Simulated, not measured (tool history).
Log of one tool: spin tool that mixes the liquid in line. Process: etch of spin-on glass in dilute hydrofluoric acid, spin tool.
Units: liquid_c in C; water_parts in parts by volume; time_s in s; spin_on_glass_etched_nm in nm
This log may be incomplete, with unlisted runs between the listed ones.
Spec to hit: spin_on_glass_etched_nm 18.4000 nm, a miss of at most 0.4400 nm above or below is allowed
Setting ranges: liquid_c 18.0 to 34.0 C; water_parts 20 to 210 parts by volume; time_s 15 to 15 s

run 1 hour=0.0 | liquid_c=26.0 water_parts=115 time_s=15 | spin_on_glass_etched_nm=8.7155
run 2 hour=0.8 | liquid_c=28.0 water_parts=100 time_s=15 | spin_on_glass_etched_nm=10.9150
run 3 hour=3.3 | liquid_c=29.5 water_parts=90 time_s=15 | spin_on_glass_etched_nm=12.8950
run 4 hour=11.0 | liquid_c=30.5 water_parts=85 time_s=15 | spin_on_glass_etched_nm=14.4120
run 5 hour=15.3 | liquid_c=31.5 water_parts=85 time_s=15 | spin_on_glass_etched_nm=14.8340
run 6 hour=17.1 | liquid_c=31.5 water_parts=85 time_s=15 | spin_on_glass_etched_nm=15.0470
run 7 hour=18.1 | liquid_c=32.0 water_parts=85 time_s=15 | spin_on_glass_etched_nm=15.1800
run 8 hour=21.0 | liquid_c=34.0 water_parts=70 time_s=15 | spin_on_glass_etched_nm=20.4740
run 9 hour=25.3 | liquid_c=33.5 water_parts=70 time_s=15 | spin_on_glass_etched_nm=20.2360
run 10 hour=29.2 | liquid_c=33.0 water_parts=70 time_s=15 | spin_on_glass_etched_nm=19.7370

Next run, 4 choices. One meets every target within its allowed miss, the rest don't. Which?
run A hour=33.1 | liquid_c=32.5 water_parts=70 time_s=15 | spin_on_glass_etched_nm=?
run B hour=33.1 | liquid_c=33.0 water_parts=80 time_s=15 | spin_on_glass_etched_nm=?
run C hour=33.1 | liquid_c=31.0 water_parts=70 time_s=15 | spin_on_glass_etched_nm=?
run D hour=33.1 | liquid_c=32.0 water_parts=75 time_s=15 | spin_on_glass_etched_nm=?

move=A spin_on_glass_etched_nm=19.3440
move=B spin_on_glass_etched_nm=16.9770
move=C spin_on_glass_etched_nm=18.2740
move=D spin_on_glass_etched_nm=17.5790
A: moves toward the targets from the last run without getting all of them in spec
B: carries the result that was furthest off beyond its target, to the other side
C: all results land within tolerance of their targets
D: carries the result that was furthest off beyond its target, to the other side
The right move is C.
